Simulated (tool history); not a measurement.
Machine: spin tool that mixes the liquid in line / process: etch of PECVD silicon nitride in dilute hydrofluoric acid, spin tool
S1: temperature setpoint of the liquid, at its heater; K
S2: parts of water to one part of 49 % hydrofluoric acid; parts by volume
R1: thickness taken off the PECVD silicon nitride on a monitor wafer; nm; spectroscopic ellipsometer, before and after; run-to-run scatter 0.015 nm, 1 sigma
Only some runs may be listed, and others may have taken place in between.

run 1 hour=0 | S1=294.15 S2=100 time_under_the_liquid_(s)=100 | R1=3.0635
run 2 hour=7.8 | S1=293.65 S2=100 time_under_the_liquid_(s)=100 | R1=2.9225
run 3 hour=14.5 | S1=293.65 S2=135 time_under_the_liquid_(s)=100 | R1=2.1692
run 4 hour=19.4 | S1=294.15 S2=135 time_under_the_liquid_(s)=100 | R1=2.2383
run 5 hour=23.9 | S1=294.15 S2=160 time_under_the_liquid_(s)=100 | R1=1.9264
run 6 hour=29.5 | S1=295.15 S2=160 time_under_the_liquid_(s)=100 | R1=2.024
run 7 hour=36 | S1=296.15 S2=160 time_under_the_liquid_(s)=100 | R1=2.1921

What will run 8 give?
run 8 hour=37.7 | S1=296.65 S2=160 time_under_the_liquid_(s)=100 | R1=?

R1: 2.2646 nm
